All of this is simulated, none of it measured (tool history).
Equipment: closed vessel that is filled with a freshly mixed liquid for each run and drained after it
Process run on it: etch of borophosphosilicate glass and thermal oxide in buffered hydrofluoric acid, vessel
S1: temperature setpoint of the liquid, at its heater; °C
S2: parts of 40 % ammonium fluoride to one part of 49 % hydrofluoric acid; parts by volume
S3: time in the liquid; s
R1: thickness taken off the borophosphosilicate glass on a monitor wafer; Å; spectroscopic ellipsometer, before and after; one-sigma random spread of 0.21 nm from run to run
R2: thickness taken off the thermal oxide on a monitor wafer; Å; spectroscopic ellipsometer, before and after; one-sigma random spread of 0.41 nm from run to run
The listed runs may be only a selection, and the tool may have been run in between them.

run,hour,S1,S2,S3,R1,R2
1,0,21,23,60,276.21,336.94
2,9.3,22.5,23,60,300.25,376.33
3,16.4,22.5,29,60,255.15,317.11
4,23.4,24,29,60,277.1,338.99
5,31.9,21.5,29,60,243.36,302.03
6,38.6,21.5,26.5,60,255.66,320.17
# hour 40.4: hydrofluoric acid flow meter replaced
7,40.4,23.5,26,60,270.59,334.77
8,46.7,24.5,22.5,60,316.64,397.11
9,47.7,25.5,22,60,340.74,418.6

Run 10 has not been measured yet. What should we expect?
10,54.5,26,22,60,?,?

R1: 348.08 Å
R2: 423.78 Å

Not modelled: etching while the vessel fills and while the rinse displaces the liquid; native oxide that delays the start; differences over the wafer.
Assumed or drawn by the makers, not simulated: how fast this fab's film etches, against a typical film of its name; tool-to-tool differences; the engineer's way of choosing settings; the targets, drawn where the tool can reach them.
